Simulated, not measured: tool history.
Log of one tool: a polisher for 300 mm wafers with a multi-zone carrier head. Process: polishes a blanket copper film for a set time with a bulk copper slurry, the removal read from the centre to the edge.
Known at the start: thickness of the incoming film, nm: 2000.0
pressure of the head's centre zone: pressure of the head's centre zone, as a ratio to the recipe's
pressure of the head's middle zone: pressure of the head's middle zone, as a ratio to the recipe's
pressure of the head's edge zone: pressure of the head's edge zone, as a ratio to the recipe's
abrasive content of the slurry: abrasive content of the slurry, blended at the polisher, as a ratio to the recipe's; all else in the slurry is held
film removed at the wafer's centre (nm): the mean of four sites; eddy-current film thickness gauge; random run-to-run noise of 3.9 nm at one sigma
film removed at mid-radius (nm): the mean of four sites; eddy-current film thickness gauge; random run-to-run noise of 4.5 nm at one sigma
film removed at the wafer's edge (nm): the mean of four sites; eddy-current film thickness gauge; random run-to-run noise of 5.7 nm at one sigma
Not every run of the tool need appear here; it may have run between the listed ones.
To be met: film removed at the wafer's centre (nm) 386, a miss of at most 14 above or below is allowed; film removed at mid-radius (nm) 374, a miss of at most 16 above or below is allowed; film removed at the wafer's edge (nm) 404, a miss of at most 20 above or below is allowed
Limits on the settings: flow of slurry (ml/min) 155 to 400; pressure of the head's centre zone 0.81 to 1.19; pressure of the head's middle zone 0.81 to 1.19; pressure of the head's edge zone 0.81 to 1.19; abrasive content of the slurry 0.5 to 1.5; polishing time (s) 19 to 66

run  hour  flow of slurry (ml/min)  pressure of the head's centre zone  pressure of the head's middle zone  pressure of the head's edge zone  abrasive content of the slurry  polishing time (s)  film removed at the wafer's centre (nm)  film removed at mid-radius (nm)  film removed at the wafer's edge (nm)
  1     0                      255                                   1                                   1                                 1                               1                  42                                   291.97                           288.29                                 280.29
  2   3.2                      255                                   1                                   1                              1.01                            1.05                  43                                   304.77                            300.6                                 299.67
  3  11.6                      255                                   1                                   1                              1.01                            0.85                  43                                   279.72                           284.42                                 271.91
  4  15.4                      255                                   1                                   1                              1.01                            0.65                  43                                   255.23                           249.66                                 253.22
  5  21.5                      195                                   1                                   1                              1.01                            0.65                  43                                   250.81                           244.01                                 245.41
  6  27.1                      195                                   1                                   1                              1.01                            0.65                  50                                   285.82                           284.05                                 289.69
  7  31.5                      200                                   1                                   1                              1.03                             0.7                  50                                   292.96                           293.22                                 303.76
  8  35.1                      205                                1.01                                1.01                              1.05                            0.75                  50                                    311.9                           302.63                                 307.16
  9  35.8                      205                                1.01                                1.01                              1.05                            0.75                  50                                   311.69                           300.66                                 312.04
 10  42.5                      210                                1.01                                1.01                              1.06                             0.8                  50                                   313.19                           320.86                                 316.75
 11    46                      215                                1.01                                0.99                              1.07                            0.85                  50                                   322.52                           316.36                                    327

Which of these 4 next moves meets every target?
  A  49.5                      200                                1.13                                1.05                              1.04                            1.05                  52                                        ?                                ?                                      ?
  B  49.5                      230                                0.99                                0.95                              1.07                             1.3                  53                                        ?                                ?                                      ?
  C  49.5                      205                                1.03                                 1.1                               1.1                             0.8                  43                                        ?                                ?                                      ?
  D  49.5                      155                                0.81                                0.93                              1.05                               1                  58                                        ?                                ?                                      ?

move  film removed at the wafer's centre (nm)  film removed at mid-radius (nm)  film removed at the wafer's edge (nm)
   A                                   400.68                           369.49                                 362.52
   B                                   389.47                           377.34                                 404.56
   C                                   277.29                            290.9                                 280.75
   D                                   305.35                           356.76                                 390.64
A: takes the biggest miss from the last run beyond its target
B: meets every target
C: its largest miss is bigger than the last run's
D: its largest miss is bigger than the last run's
The right move is B.
